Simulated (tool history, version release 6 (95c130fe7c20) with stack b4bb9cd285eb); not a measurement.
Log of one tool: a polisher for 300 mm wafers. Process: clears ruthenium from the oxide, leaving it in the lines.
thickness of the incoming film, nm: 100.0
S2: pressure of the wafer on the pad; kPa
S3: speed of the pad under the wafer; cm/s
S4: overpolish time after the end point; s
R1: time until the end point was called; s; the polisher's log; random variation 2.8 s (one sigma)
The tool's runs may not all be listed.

run 1 hour=0.0 | flow_of_slurry_(ml/min)=185 S2=10.3 S3=112 S4=10 | R1=91.262
run 2 hour=0.9 | flow_of_slurry_(ml/min)=185 S2=10.3 S3=126 S4=10 | R1=84.420
run 3 hour=8.6 | flow_of_slurry_(ml/min)=185 S2=10.3 S3=126 S4=8 | R1=80.742
run 4 hour=14.0 | flow_of_slurry_(ml/min)=185 S2=10.3 S3=142 S4=8 | R1=72.651
run 5 hour=15.1 | flow_of_slurry_(ml/min)=180 S2=9.0 S3=130 S4=9 | R1=97.175
run 6 hour=19.6 | flow_of_slurry_(ml/min)=180 S2=10.3 S3=130 S4=9 | R1=80.627

Run 7 comes next. What will it give?
run 7 hour=23.3 | flow_of_slurry_(ml/min)=175 S2=7.6 S3=118 S4=9 | R1=?

R1: 118.020 s

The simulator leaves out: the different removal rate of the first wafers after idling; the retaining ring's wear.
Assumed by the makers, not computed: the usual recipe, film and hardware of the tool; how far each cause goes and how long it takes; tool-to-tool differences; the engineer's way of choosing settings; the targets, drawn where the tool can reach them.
